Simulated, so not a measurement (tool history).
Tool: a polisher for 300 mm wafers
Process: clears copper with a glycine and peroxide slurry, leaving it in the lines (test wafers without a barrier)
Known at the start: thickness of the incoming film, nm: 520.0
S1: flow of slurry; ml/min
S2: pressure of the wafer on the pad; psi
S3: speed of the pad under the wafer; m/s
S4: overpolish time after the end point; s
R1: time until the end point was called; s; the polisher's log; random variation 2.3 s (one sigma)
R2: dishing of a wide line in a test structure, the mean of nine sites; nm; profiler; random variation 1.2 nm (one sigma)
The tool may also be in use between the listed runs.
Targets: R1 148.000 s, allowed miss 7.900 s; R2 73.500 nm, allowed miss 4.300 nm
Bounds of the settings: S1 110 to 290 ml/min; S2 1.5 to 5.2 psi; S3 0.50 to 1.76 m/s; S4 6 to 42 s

run 1 hour=0.0 | S1=185 S2=3.3 S3=1.12 S4=21 | R1=96.667 R2=66.192
run 2 hour=6.9 | S1=185 S2=3.3 S3=1.12 S4=29 | R1=92.446 R2=81.289
run 3 hour=11.2 | S1=185 S2=2.9 S3=1.10 S4=32 | R1=102.650 R2=80.741
run 4 hour=18.0 | S1=205 S2=2.9 S3=1.10 S4=32 | R1=107.370 R2=85.072
-- hour=26.2 worn pad replaced by a new one
run 5 hour=26.2 | S1=205 S2=2.4 S3=1.10 S4=32 | R1=103.730 R2=79.177
run 6 hour=30.1 | S1=205 S2=2.2 S3=1.00 S4=34 | R1=113.850 R2=79.429
run 7 hour=35.9 | S1=195 S2=1.5 S3=0.80 S4=38 | R1=159.630 R2=66.074
run 8 hour=44.4 | S1=200 S2=1.6 S3=0.80 S4=38 | R1=156.920 R2=69.080

5 next moves are on the table. One of them brings every result within its allowed miss. Which?
run A hour=52.9 | S1=185 S2=1.8 S3=0.82 S4=40 | R1=? R2=?
run B hour=52.9 | S1=165 S2=2.0 S3=0.72 S4=36 | R1=? R2=?
run C hour=52.9 | S1=130 S2=1.7 S3=0.90 S4=34 | R1=? R2=?
run D hour=52.9 | S1=210 S2=2.2 S3=0.84 S4=35 | R1=? R2=?
run E hour=52.9 | S1=230 S2=1.7 S3=0.94 S4=30 | R1=? R2=?

move=A R1=146.580 R2=72.345
move=B R1=156.200 R2=65.591
move=C R1=146.590 R2=64.635
move=D R1=130.800 R2=72.300
move=E R1=132.600 R2=63.447
A: meets every target
B: further off than the last run
C: brings the result that was furthest off to its target, and leaves another outside
D: takes the result that was furthest off past its target
E: takes the result that was furthest off past its target
Move A is the one to make.
